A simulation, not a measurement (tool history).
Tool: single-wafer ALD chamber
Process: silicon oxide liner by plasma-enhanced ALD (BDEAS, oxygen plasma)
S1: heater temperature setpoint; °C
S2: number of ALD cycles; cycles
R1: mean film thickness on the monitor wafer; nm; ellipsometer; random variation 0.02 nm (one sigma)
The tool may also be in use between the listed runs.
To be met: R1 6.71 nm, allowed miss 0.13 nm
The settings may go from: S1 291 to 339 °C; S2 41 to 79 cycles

{"run": 1, "hour": 0.0, "S1": 315, "S2": 60, "R1": 5.2464}
{"run": 2, "hour": 1.0, "S1": 310, "S2": 60, "R1": 5.3253}
{"run": 3, "hour": 4.7, "S1": 310, "S2": 68, "R1": 6.013}
{"run": 4, "hour": 7.6, "S1": 310, "S2": 65, "R1": 5.7363}
{"run": 5, "hour": 10.8, "S1": 304, "S2": 65, "R1": 5.7971}
{"run": 6, "hour": 17.3, "S1": 311, "S2": 65, "R1": 5.7634}
{"run": 7, "hour": 21.7, "S1": 311, "S2": 68, "R1": 5.993}
{"run": 8, "hour": 28.5, "S1": 310, "S2": 70, "R1": 6.1659}
{"run": 9, "hour": 29.2, "S1": 309, "S2": 72, "R1": 6.3671}

Which of these 4 next moves meets every target?
{"run": "A", "hour": 29.9, "S1": 318, "S2": 70, "R1": "?"}
{"run": "B", "hour": 29.9, "S1": 296, "S2": 73, "R1": "?"}
{"run": "C", "hour": 29.9, "S1": 312, "S2": 69, "R1": "?"}
{"run": "D", "hour": 29.9, "S1": 298, "S2": 69, "R1": "?"}

move=A R1=6.1024
move=B R1=6.7264
move=C R1=6.071
move=D R1=6.3092
A: further off than the last run
B: meets every target
C: further off than the last run
D: further off than the last run
Answer: B

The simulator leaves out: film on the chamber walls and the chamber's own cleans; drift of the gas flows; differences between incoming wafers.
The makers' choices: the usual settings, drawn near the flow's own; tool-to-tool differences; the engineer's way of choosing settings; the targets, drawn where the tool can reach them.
